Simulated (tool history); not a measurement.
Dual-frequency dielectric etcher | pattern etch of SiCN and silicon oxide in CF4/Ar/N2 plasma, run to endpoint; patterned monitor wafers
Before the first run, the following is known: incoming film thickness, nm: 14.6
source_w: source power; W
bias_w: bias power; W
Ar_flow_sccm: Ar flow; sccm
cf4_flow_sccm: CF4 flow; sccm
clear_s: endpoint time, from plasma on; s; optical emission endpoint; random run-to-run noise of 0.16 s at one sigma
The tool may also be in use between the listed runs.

run 1 day=0.000 | source_w=440 bias_w=72 Ar_flow_sccm=114 cf4_flow_sccm=55 | clear_s=18.990
run 2 day=0.304 | source_w=390 bias_w=65 Ar_flow_sccm=117 cf4_flow_sccm=54 | clear_s=22.914
run 3 day=0.442 | source_w=350 bias_w=65 Ar_flow_sccm=117 cf4_flow_sccm=54 | clear_s=26.210
run 4 day=0.475 | source_w=330 bias_w=65 Ar_flow_sccm=117 cf4_flow_sccm=54 | clear_s=27.921
run 5 day=0.533 | source_w=270 bias_w=65 Ar_flow_sccm=117 cf4_flow_sccm=54 | clear_s=36.306
run 6 day=0.596 | source_w=270 bias_w=65 Ar_flow_sccm=133 cf4_flow_sccm=54 | clear_s=37.074
run 7 day=0.967 | source_w=280 bias_w=65 Ar_flow_sccm=133 cf4_flow_sccm=54 | clear_s=34.935
run 8 day=1.208 | source_w=290 bias_w=65 Ar_flow_sccm=133 cf4_flow_sccm=54 | clear_s=33.598

What does the tool deliver on the next run?
run 9 day=1.579 | source_w=300 bias_w=65 Ar_flow_sccm=133 cf4_flow_sccm=54 | clear_s=?

{"run 9": {"clear_s": 32.113}}

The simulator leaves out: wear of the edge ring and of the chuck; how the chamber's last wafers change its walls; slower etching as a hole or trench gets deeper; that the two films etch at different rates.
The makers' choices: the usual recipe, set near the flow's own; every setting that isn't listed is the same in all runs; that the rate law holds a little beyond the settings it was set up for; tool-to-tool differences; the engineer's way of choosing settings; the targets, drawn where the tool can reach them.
